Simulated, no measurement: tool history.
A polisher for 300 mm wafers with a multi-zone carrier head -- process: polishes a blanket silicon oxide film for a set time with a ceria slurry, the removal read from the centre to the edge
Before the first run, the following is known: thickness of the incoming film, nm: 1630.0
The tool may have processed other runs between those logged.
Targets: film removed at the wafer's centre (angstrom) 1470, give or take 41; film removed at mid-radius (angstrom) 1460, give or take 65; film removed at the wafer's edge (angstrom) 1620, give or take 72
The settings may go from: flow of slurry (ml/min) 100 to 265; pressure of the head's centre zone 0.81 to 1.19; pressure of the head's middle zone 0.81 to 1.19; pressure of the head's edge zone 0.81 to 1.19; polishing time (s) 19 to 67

run,hour,flow of slurry (ml/min),pressure of the head's centre zone,pressure of the head's middle zone,pressure of the head's edge zone,polishing time (s),film removed at the wafer's centre (angstrom),film removed at mid-radius (angstrom),film removed at the wafer's edge (angstrom)
1,0,170,1,1,1,43,2227.9,2235.1,2090
2,8.8,200,1,1,1,43,2253.9,2241.1,2156.8
3,14.5,200,0.99,0.98,1,42,2203.1,2134.3,2080.6
4,20.3,200,0.91,0.98,1,42,2059,2185,2126.2
5,26.2,200,0.9,0.96,1,41,2025,2050,2014.7
6,30.7,200,0.9,0.96,1,36,1776.5,1860.4,1794.7
7,34.9,195,0.89,0.95,1.01,36,1737.5,1778.4,1831.9
8,36.5,195,0.89,0.95,1.01,36,1733.7,1800.8,1828
9,45.1,190,0.88,0.94,1.01,36,1738.6,1797.9,1787.5
10,49.1,190,0.87,0.93,1.02,36,1712.4,1764.9,1800.3
11,53.4,185,0.86,0.92,1.02,36,1670.3,1756.2,1782.2
12,60.2,180,0.86,0.91,1.03,36,1693,1764.7,1800.9
13,68.1,180,0.86,0.9,1.03,35,1635.7,1661.8,1755.8
14,70.7,175,0.85,0.89,1.03,35,1626.5,1648.6,1748.8
15,71.3,170,0.85,0.88,1.03,35,1604.5,1644.7,1751.4
16,74,170,0.85,0.87,1.03,35,1622.6,1624.2,1722.9
# hour 74.8: edge zone pressure recalibrated
17,74.8,165,0.85,0.86,1.03,35,1615.9,1564.1,1821.5

Consider the 4 candidate settings below. Which is the only one whose results all fall within their allowed miss of target?
A,75.6,170,0.84,0.86,1.02,32,?,?,?
B,75.6,210,1,1,1.02,32,?,?,?
C,75.6,260,1.17,1.08,1.07,31,?,?,?
D,75.6,145,0.84,0.99,0.98,29,?,?,?

move,film removed at the wafer's centre (angstrom),film removed at mid-radius (angstrom),film removed at the wafer's edge (angstrom)
A,1493,1463.6,1677.8
B,1692.3,1694.9,1701.2
C,1848,1787.7,1706.8
D,1329,1466.7,1474
A: in spec on every target
B: lands further from the targets than the last run did
C: lands further from the targets than the last run did
D: moves the result that the last run missed by most past its target, out the other side
Go with A: it meets all targets.
